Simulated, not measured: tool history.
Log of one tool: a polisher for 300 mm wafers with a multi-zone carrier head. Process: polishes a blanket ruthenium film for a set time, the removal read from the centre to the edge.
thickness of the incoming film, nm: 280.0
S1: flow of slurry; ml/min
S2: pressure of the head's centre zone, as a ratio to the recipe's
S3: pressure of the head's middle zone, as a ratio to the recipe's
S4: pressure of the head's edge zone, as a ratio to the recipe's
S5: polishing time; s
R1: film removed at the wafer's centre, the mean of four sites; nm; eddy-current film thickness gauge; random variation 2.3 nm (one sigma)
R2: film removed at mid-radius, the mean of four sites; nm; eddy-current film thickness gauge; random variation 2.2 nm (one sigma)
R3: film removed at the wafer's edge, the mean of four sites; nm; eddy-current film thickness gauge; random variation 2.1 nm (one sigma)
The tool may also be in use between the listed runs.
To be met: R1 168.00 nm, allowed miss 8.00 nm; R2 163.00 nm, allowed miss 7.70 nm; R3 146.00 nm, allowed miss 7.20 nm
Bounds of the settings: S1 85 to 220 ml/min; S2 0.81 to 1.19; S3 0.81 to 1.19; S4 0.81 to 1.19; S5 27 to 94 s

run	hour	S1	S2	S3	S4	S5	R1	R2	R3
1	0.0	140	1.00	1.00	1.00	60	105.32	111.49	106.54
2	3.2	150	1.04	1.03	1.02	64	121.64	124.78	114.92
3	11.9	155	1.06	1.04	1.04	67	128.10	129.48	123.42
4	15.5	165	1.09	1.06	1.04	70	143.70	142.77	128.97
5	18.4	165	1.05	1.06	1.04	70	137.23	139.27	126.63
6	20.2	165	1.07	1.07	1.05	72	144.13	146.03	130.16
7	20.7	170	1.08	1.07	1.06	74	148.39	152.92	137.74
8	25.8	175	1.10	1.07	1.06	75	151.87	152.31	141.42
9	33.8	175	1.10	1.07	1.06	75	151.07	149.08	134.85

Which of these 4 next moves meets every target?
A	41.8	165	1.02	1.19	0.99	82	?	?	?
B	41.8	140	1.12	1.07	1.02	83	?	?	?
C	41.8	155	1.11	1.01	1.04	72	?	?	?
D	41.8	165	1.19	1.13	0.96	72	?	?	?

move	R1	R2	R3
A	154.46	182.36	146.20
B	165.27	166.15	146.68
C	145.55	141.90	130.56
D	158.35	154.52	126.57
A: further off than the last run
B: meets every target
C: further off than the last run
D: further off than the last run
Answer: B
